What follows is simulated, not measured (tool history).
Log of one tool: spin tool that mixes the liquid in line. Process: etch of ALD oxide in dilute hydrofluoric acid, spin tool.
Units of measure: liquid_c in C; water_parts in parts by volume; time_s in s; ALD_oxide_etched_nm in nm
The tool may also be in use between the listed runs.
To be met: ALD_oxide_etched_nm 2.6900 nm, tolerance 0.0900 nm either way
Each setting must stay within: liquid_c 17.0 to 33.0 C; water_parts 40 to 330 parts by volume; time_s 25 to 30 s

run,hour,liquid_c,water_parts,time_s,ALD_oxide_etched_nm
1,0.0,25.0,185,30,3.3312
2,3.4,24.0,185,30,3.1910
3,7.3,23.0,185,30,3.0574
4,9.1,23.0,185,25,2.5886
# hour 11.0: hydrofluoric acid flow meter replaced
5,11.0,23.0,155,25,3.4407
6,12.5,25.5,155,25,3.8106
7,21.5,24.0,155,25,3.5965
8,28.2,22.5,155,25,3.3911
9,29.8,21.5,155,25,3.2664
10,34.0,21.5,155,25,3.2283
11,36.9,20.5,155,25,3.1141
12,38.3,19.5,155,25,2.9779
13,47.2,19.0,155,25,2.9646
14,51.2,18.5,155,25,2.8498
15,52.7,18.0,155,25,2.8418

Below are 5 possible settings for the next run. Only one of them brings all results inside the allowed miss of their targets. Which is it?
A,54.2,22.5,200,30,?
B,54.2,17.0,135,25,?
C,54.2,21.5,165,25,?
D,54.2,18.0,140,25,?
E,54.2,18.0,190,30,?

move,ALD_oxide_etched_nm
A,2.9987
B,3.1826
C,3.0245
D,3.1817
E,2.6794
A: misses by more than the last run did
B: misses by more than the last run did
C: misses by more than the last run did
D: misses by more than the last run did
E: every result within its allowed miss
Answer: E
